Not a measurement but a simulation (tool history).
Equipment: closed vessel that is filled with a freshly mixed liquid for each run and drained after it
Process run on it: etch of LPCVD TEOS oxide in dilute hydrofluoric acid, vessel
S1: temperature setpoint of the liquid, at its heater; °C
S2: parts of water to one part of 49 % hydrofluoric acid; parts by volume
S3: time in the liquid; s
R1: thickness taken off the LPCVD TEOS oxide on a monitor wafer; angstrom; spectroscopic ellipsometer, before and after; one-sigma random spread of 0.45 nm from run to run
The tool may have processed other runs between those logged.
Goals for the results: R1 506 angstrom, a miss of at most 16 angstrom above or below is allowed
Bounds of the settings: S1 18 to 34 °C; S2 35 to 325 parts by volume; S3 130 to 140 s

run 1 hour=0 | S1=26 S2=180 S3=130 | R1=333.35
run 2 hour=4.2 | S1=26 S2=115 S3=130 | R1=561.93
run 3 hour=8.2 | S1=26 S2=85 S3=130 | R1=790.71
run 4 hour=14.6 | S1=26 S2=40 S3=130 | R1=1793.1
run 5 hour=19.5 | S1=24 S2=60 S3=130 | R1=1095.5
run 6 hour=26 | S1=22.5 S2=70 S3=130 | R1=857.48
run 7 hour=30.6 | S1=21.5 S2=75 S3=130 | R1=764.8
run 8 hour=34.4 | S1=18 S2=115 S3=130 | R1=420.25
run 9 hour=38.7 | S1=19 S2=115 S3=130 | R1=433.97
run 10 hour=45.3 | S1=19 S2=115 S3=130 | R1=428.4
run 11 hour=53.6 | S1=19.5 S2=115 S3=130 | R1=432.97
run 12 hour=61.5 | S1=20 S2=115 S3=130 | R1=444.32
run 13 hour=65.6 | S1=23.5 S2=110 S3=130 | R1=545.47
run 14 hour=71.6 | S1=23 S2=110 S3=130 | R1=533.86

Of the 4 settings listed for the next run, only one would bring every result within its allowed miss of target. Which one?
run A hour=77.6 | S1=25.5 S2=120 S3=135 | R1=?
run B hour=77.6 | S1=22 S2=120 S3=140 | R1=?
run C hour=77.6 | S1=24 S2=110 S3=130 | R1=?
run D hour=77.6 | S1=21 S2=125 S3=140 | R1=?

move=A R1=555.37
move=B R1=501.78
move=C R1=556.45
move=D R1=460.31
A: its largest miss is bigger than the last run's
B: every result lands within tolerance
C: its largest miss is bigger than the last run's
D: takes the biggest miss from the last run beyond its target
The right move is B.

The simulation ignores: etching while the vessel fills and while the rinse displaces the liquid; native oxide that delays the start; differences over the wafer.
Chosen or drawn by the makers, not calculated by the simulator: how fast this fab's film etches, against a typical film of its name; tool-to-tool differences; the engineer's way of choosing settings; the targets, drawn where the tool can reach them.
